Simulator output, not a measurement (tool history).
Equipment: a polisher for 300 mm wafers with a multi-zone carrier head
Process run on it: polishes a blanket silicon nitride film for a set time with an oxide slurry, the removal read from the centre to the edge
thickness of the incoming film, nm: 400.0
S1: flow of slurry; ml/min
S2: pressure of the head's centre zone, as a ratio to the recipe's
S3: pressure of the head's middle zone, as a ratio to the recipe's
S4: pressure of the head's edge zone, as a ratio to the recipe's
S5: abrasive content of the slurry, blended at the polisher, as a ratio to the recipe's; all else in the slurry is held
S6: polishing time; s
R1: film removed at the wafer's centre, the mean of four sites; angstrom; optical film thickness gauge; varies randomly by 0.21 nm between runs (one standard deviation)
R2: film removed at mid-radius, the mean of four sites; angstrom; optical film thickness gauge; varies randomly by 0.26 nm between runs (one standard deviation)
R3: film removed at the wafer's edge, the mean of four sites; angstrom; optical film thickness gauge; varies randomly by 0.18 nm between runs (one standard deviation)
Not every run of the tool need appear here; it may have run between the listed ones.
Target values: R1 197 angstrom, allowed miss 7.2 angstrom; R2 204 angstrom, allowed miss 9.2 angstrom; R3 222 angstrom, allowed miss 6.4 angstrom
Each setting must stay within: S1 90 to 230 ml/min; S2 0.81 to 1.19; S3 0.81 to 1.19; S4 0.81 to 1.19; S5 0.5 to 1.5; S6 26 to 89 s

Run 1, hour 0: S1 150 ml/min, S2 1, S3 1, S4 1, S5 1, S6 57 s. Result: R1 307.97 angstrom, R2 304.98 angstrom, R3 309.03 angstrom.
Run 2, hour 8.2: S1 145 ml/min, S2 0.98, S3 0.98, S4 0.98, S5 0.9, S6 57 s. Result: R1 278.29 angstrom, R2 282.69 angstrom, R3 288.94 angstrom.
Run 3, hour 9.7: S1 110 ml/min, S2 0.98, S3 0.98, S4 0.98, S5 0.9, S6 57 s. Result: R1 267.23 angstrom, R2 275.82 angstrom, R3 279.19 angstrom.
Run 4, hour 10.5: S1 110 ml/min, S2 0.97, S3 0.96, S4 0.96, S5 0.85, S6 57 s. Result: R1 255.13 angstrom, R2 261.91 angstrom, R3 270.94 angstrom.
Run 5, hour 17.4: S1 110 ml/min, S2 0.97, S3 0.96, S4 0.96, S5 1.05, S6 57 s. Result: R1 288.16 angstrom, R2 291.01 angstrom, R3 301.63 angstrom.
Run 6, hour 20.2: S1 110 ml/min, S2 0.96, S3 0.94, S4 0.95, S5 0.95, S6 57 s. Result: R1 271.68 angstrom, R2 273.17 angstrom, R3 288.25 angstrom.
Run 7, hour 21.3: S1 110 ml/min, S2 0.95, S3 0.93, S4 0.95, S5 0.85, S6 57 s. Result: R1 250.14 angstrom, R2 260.69 angstrom, R3 270.89 angstrom.
Run 8, hour 22.6: S1 110 ml/min, S2 0.95, S3 0.93, S4 0.95, S5 0.85, S6 57 s. Result: R1 247.46 angstrom, R2 255.41 angstrom, R3 265.54 angstrom.
Run 9, hour 29.2: S1 110 ml/min, S2 0.94, S3 0.91, S4 0.95, S5 0.8, S6 57 s. Result: R1 233.68 angstrom, R2 239.94 angstrom, R3 254.11 angstrom.
Run 10, hour 29.7: S1 110 ml/min, S2 0.93, S3 0.9, S4 0.94, S5 0.75, S6 57 s. Result: R1 229.46 angstrom, R2 225.96 angstrom, R3 247 angstrom.
Run 11, hour 32: S1 110 ml/min, S2 0.92, S3 0.9, S4 0.93, S5 0.75, S6 57 s. Result: R1 219.77 angstrom, R2 225.85 angstrom, R3 243.21 angstrom.
Run 12, hour 39.1: S1 110 ml/min, S2 0.91, S3 0.89, S4 0.91, S5 0.75, S6 57 s. Result: R1 217.02 angstrom, R2 226.04 angstrom, R3 243.6 angstrom.
Run 13, hour 42.6: S1 110 ml/min, S2 0.91, S3 0.88, S4 0.9, S5 0.75, S6 57 s. Result: R1 222.81 angstrom, R2 223.57 angstrom, R3 242.81 angstrom.
Run 14, hour 49.9: S1 110 ml/min, S2 0.9, S3 0.88, S4 0.89, S5 0.75, S6 57 s. Result: R1 212.81 angstrom, R2 225.33 angstrom, R3 241.27 angstrom.
Run 15, hour 57.1: S1 100 ml/min, S2 0.9, S3 0.82, S4 0.83, S5 0.65, S6 57 s. Result: R1 189.23 angstrom, R2 189.18 angstrom, R3 205.81 angstrom.
Run 16, hour 60.9: S1 105 ml/min, S2 0.9, S3 0.82, S4 0.83, S5 0.65, S6 57 s. Result: R1 194.26 angstrom, R2 187.17 angstrom, R3 204.78 angstrom.
Run 17, hour 69: S1 110 ml/min, S2 0.89, S3 0.83, S4 0.84, S5 0.65, S6 57 s. Result: R1 194.62 angstrom, R2 193.85 angstrom, R3 207.01 angstrom.

Pick the move, out of 4, that brings all results within their allowed miss; only one does.
Run A, hour 77.1: S1 160 ml/min, S2 0.86, S3 0.98, S4 0.81, S5 0.6, S6 57 s. Result: R1 ?, R2 ?, R3 ?.
Run B, hour 77.1: S1 130 ml/min, S2 0.94, S3 0.88, S4 0.81, S5 0.65, S6 56 s. Result: R1 ?, R2 ?, R3 ?.
Run C, hour 77.1: S1 155 ml/min, S2 1.05, S3 1.01, S4 0.81, S5 0.5, S6 62 s. Result: R1 ?, R2 ?, R3 ?.
Run D, hour 77.1: S1 125 ml/min, S2 0.88, S3 0.84, S4 0.87, S5 0.7, S6 55 s. Result: R1 ?, R2 ?, R3 ?.

move      R1      R2      R3
   A  184.58   212.2  199.43
   B  205.67  202.59  205.87
   C  204.41  195.87  180.82
   D   199.2  203.99  220.63
A: moves away from the targets compared with the last run
B: moves away from the targets compared with the last run
C: moves away from the targets compared with the last run
D: all results land within tolerance of their targets
Go with D: it meets all targets.

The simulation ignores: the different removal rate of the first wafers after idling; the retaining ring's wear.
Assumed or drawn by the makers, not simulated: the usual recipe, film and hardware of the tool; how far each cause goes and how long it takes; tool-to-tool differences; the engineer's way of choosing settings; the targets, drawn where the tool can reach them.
